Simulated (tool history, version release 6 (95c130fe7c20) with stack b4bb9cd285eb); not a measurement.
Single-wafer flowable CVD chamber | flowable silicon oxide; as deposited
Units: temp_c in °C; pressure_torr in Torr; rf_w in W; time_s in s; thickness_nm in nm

| run | hour | temp_c | pressure_torr | rf_w | time_s | thickness_nm |
|---|---|---|---|---|---|---|
| 1 | 0 | 90 | 0.911 | 2295 | 522 | 546.14 |
| 2 | 6.8 | 93 | 0.91 | 2295 | 522 | 501.36 |
| 3 | 8.2 | 93 | 0.91 | 2295 | 497 | 473.49 |
| 4 | 14.9 | 95 | 0.91 | 2295 | 497 | 442.72 |
| 5 | 16.7 | 95 | 0.755 | 2295 | 497 | 365.74 |
| 6 | 24 | 96 | 0.755 | 2295 | 497 | 356.11 |
| 7 | 32.2 | 97 | 0.755 | 2295 | 497 | 344.37 |
| 8 | 36.2 | 98 | 0.755 | 2295 | 497 | 333.74 |
| 9 | 38.8 | 99 | 0.755 | 2295 | 497 | 321.58 |
| 10 | 45.5 | 100 | 0.755 | 2295 | 497 | 309.98 |
| 11 | 54 | 101 | 0.755 | 2295 | 497 | 302.54 |

The next listed run, before its measurement:
| 12 | 58.3 | 102 | 0.755 | 2295 | 497 | ? |

Run 12 gave thickness_nm 292.34 nm.
